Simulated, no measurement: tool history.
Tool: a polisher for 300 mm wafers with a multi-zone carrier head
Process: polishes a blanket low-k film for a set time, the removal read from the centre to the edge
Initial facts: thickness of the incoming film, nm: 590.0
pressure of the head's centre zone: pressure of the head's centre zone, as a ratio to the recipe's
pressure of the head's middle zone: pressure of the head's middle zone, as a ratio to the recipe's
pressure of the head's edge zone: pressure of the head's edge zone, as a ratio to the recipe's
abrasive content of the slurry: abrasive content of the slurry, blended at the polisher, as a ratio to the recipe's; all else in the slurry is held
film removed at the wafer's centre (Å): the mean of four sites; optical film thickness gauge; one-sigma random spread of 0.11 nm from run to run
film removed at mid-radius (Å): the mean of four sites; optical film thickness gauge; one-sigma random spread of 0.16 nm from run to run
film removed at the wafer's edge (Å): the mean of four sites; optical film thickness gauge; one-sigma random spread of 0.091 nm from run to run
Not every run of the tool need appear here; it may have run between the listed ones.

run,hour,flow of slurry (ml/min),pressure of the head's centre zone,pressure of the head's middle zone,pressure of the head's edge zone,abrasive content of the slurry,polishing time (s),film removed at the wafer's centre (Å),film removed at mid-radius (Å),film removed at the wafer's edge (Å)
1,0,210,1,1,1,1,87,183.61,183.33,186.02
2,0.7,175,1,1,1,1,87,180.52,183.46,184.64
3,4.4,180,1.01,1.01,0.97,0.85,82,163.55,163.23,162.63
4,8.7,185,1.02,1.02,0.94,0.75,77,147.11,146.13,143.01
5,14.1,185,1.02,1.1,0.94,0.75,77,149.27,159.03,141.99
6,16.6,190,1.03,1.09,0.92,0.7,74,141.63,150.73,131.77
7,18.7,190,1.03,1.07,0.9,0.65,73,134.58,140.41,125.8
8,25.2,190,1.03,1.05,0.88,0.6,73,132.75,131.21,121.37
9,31.9,190,1.02,1.05,0.86,0.6,73,129.74,130.36,118.32

What will run 10 give?
10,36.5,185,1.01,1.04,0.85,0.6,73,?,?,?

{"run 10": {"film removed at the wafer's centre (Å)": 129.33, "film removed at mid-radius (Å)": 128.82, "film removed at the wafer's edge (Å)": 119.58}}

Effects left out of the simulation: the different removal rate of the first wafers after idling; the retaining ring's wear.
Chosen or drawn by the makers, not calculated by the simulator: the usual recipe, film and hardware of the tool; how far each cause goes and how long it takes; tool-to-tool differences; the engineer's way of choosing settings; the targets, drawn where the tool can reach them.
